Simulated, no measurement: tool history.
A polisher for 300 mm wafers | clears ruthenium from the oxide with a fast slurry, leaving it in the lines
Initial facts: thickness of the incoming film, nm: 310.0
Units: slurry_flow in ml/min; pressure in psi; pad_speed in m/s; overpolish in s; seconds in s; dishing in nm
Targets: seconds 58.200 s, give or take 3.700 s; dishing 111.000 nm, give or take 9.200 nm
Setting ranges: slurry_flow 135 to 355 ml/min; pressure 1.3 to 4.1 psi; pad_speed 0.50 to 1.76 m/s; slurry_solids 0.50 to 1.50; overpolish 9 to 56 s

Run 1, hour 0.0: slurry_flow 225 ml/min, pressure 2.7 psi, pad_speed 1.12 m/s, slurry_solids 1.00, overpolish 29 s. Result: seconds 77.340 s, dishing 79.099 nm.
Run 2, hour 6.3: slurry_flow 225 ml/min, pressure 2.7 psi, pad_speed 1.12 m/s, slurry_solids 1.15, overpolish 29 s. Result: seconds 71.616 s, dishing 79.736 nm.
Run 3, hour 8.8: slurry_flow 170 ml/min, pressure 2.7 psi, pad_speed 1.12 m/s, slurry_solids 1.15, overpolish 29 s. Result: seconds 72.887 s, dishing 83.173 nm.
Run 4, hour 13.4: slurry_flow 170 ml/min, pressure 2.4 psi, pad_speed 1.12 m/s, slurry_solids 1.15, overpolish 29 s. Result: seconds 79.738 s, dishing 74.641 nm.
Run 5, hour 17.2: slurry_flow 170 ml/min, pressure 2.6 psi, pad_speed 1.12 m/s, slurry_solids 1.15, overpolish 30 s. Result: seconds 72.237 s, dishing 78.855 nm.
Run 6, hour 22.9: slurry_flow 170 ml/min, pressure 2.7 psi, pad_speed 1.12 m/s, slurry_solids 1.15, overpolish 31 s. Result: seconds 72.432 s, dishing 85.325 nm.
Run 7, hour 26.5: slurry_flow 170 ml/min, pressure 2.8 psi, pad_speed 1.12 m/s, slurry_solids 1.15, overpolish 31 s. Result: seconds 71.553 s, dishing 85.578 nm.
Run 8, hour 32.8: slurry_flow 170 ml/min, pressure 2.9 psi, pad_speed 1.12 m/s, slurry_solids 1.15, overpolish 32 s. Result: seconds 68.542 s, dishing 92.266 nm.

Exactly one of the 5 candidate moves below puts every result within its allowed miss. Which one?
Run A, hour 39.1: slurry_flow 135 ml/min, pressure 3.5 psi, pad_speed 1.20 m/s, slurry_solids 1.00, overpolish 38 s. Result: seconds ?, dishing ?.
Run B, hour 39.1: slurry_flow 170 ml/min, pressure 3.0 psi, pad_speed 1.22 m/s, slurry_solids 1.20, overpolish 20 s. Result: seconds ?, dishing ?.
Run C, hour 39.1: slurry_flow 165 ml/min, pressure 2.5 psi, pad_speed 1.18 m/s, slurry_solids 1.05, overpolish 47 s. Result: seconds ?, dishing ?.
Run D, hour 39.1: slurry_flow 195 ml/min, pressure 3.2 psi, pad_speed 1.12 m/s, slurry_solids 1.30, overpolish 19 s. Result: seconds ?, dishing ?.
Run E, hour 39.1: slurry_flow 155 ml/min, pressure 2.7 psi, pad_speed 0.90 m/s, slurry_solids 1.25, overpolish 48 s. Result: seconds ?, dishing ?.

move  seconds  dishing
   A   60.758  117.290
   B   61.378   71.830
   C   81.510  110.950
   D   59.469   70.679
   E   90.321  104.730
A: all results in spec
B: brings the last run's worst result on target, with another outside its allowed miss
C: the biggest miss grows against the last run
D: brings the last run's worst result on target, with another outside its allowed miss
E: the biggest miss grows against the last run
Answer: A
